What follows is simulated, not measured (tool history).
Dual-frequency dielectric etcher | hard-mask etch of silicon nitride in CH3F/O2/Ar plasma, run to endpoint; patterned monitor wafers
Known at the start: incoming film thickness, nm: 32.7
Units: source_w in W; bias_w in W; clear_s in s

Run 1, day 0.000: source_w 490 W, bias_w 63 W. Result: clear_s 49.834 s.
Run 2, day 0.275: source_w 460 W, bias_w 60 W. Result: clear_s 52.562 s.
Run 3, day 0.642: source_w 460 W, bias_w 49 W. Result: clear_s 58.681 s.
Run 4, day 0.738: source_w 380 W, bias_w 49 W. Result: clear_s 66.876 s.
Run 5, day 0.912: source_w 450 W, bias_w 49 W. Result: clear_s 58.748 s.
Run 6, day 1.000: source_w 510 W, bias_w 49 W. Result: clear_s 54.949 s.
Run 7, day 1.233: source_w 500 W, bias_w 49 W. Result: clear_s 55.395 s.

The next listed run, before its measurement:
Run 8, day 1.571: source_w 490 W, bias_w 49 W. Result: clear_s ?.

{"run 8": {"clear_s": 56.16}}
